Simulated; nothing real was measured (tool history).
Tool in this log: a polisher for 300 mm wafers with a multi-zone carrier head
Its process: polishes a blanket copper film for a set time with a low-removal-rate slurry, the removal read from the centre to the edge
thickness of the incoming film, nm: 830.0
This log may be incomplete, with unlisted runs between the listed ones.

run  hour  flow of slurry (ml/min)  pressure of the head's centre zone  pressure of the head's middle zone  pressure of the head's edge zone  abrasive content of the slurry  polishing time (s)  film removed at the wafer's centre (nm)  film removed at mid-radius (nm)  film removed at the wafer's edge (nm)
  1     0                      220                                   1                                   1                                 1                               1                  49                                   213.92                           203.26                                 202.29
  2   4.1                      260                                   1                                   1                                 1                               1                  49                                    214.9                           208.54                                 207.84
  3    10                      270                                1.04                                1.01                              1.05                            1.15                  51                                      246                           223.92                                 224.69
  4  12.7                      270                                1.04                                1.01                              1.05                               1                  51                                   235.45                           219.17                                 222.16
  5  19.8                      280                                1.04                                1.01                              1.09                            1.15                  53                                   259.76                           236.29                                 239.88
  6  20.9                      280                                0.99                                1.01                              1.09                            1.15                  53                                   241.64                           234.32                                 239.57
  7  27.9                      290                                1.06                                   1                              1.18                             1.4                  56                                   280.92                           254.41                                 269.93

Forecast run 8:
  8  31.2                      290                                1.06                                   1                              1.18                             1.4                  56                                        ?                                ?                                      ?

{"run 8": {"film removed at the wafer's centre (nm)": 276.42, "film removed at mid-radius (nm)": 259.9, "film removed at the wafer's edge (nm)": 273.27}}

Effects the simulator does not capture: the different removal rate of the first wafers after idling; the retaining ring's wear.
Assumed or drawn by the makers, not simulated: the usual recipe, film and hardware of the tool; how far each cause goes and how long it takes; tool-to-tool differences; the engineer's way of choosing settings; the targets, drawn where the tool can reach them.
